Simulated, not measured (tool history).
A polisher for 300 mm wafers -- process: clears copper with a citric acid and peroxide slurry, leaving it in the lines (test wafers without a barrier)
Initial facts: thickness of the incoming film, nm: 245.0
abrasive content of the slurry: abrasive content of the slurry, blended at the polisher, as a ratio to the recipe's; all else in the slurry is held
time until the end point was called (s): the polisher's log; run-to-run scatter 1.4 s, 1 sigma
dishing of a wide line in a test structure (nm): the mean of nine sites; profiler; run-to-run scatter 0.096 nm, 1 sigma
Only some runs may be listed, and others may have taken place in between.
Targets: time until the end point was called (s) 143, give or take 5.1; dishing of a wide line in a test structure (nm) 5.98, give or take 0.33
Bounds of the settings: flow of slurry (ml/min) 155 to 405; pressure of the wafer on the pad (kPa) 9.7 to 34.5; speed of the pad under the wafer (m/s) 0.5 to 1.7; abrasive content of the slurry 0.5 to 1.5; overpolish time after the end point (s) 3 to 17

run,hour,flow of slurry (ml/min),pressure of the wafer on the pad (kPa),speed of the pad under the wafer (m/s),abrasive content of the slurry,overpolish time after the end point (s),time until the end point was called (s),dishing of a wide line in a test structure (nm)
1,0,260,22.1,1.1,1,9,82.161,14.523
2,1.6,260,20,1.08,1,8,91.611,12.331
3,9.7,260,17.9,1.06,1,7,102.95,10.127
4,12.5,260,16.5,1.06,1,6,113.62,8.4713
5,13.4,220,16.5,1.06,1,6,114.26,8.5704
6,17.5,220,13.8,1.06,1,6,136.38,7.3898
7,20.4,220,12.4,1.06,1,3,147.94,3.5889
8,24.7,220,12.4,1.04,1,3,155.62,3.5548

Next run, 4 choices. One meets every target within its allowed miss, the rest don't. Which?
A,29,205,11.7,1.08,1,5,?,?
B,29,165,13.1,0.96,0.8,6,?,?
C,29,235,14.5,1.1,0.85,4,?,?
D,29,235,11.7,1.18,1,5,?,?

move,time until the end point was called (s),dishing of a wide line in a test structure (nm)
A,161.06,5.2723
B,173.2,5.8155
C,131.61,5.1787
D,146.76,5.7231
A: an improvement on the last run, though not all results are within tolerance
B: the worst result of the last run now meets its target, but another is out of spec
C: an improvement on the last run, though not all results are within tolerance
D: meets every target
The move that meets every target is D.

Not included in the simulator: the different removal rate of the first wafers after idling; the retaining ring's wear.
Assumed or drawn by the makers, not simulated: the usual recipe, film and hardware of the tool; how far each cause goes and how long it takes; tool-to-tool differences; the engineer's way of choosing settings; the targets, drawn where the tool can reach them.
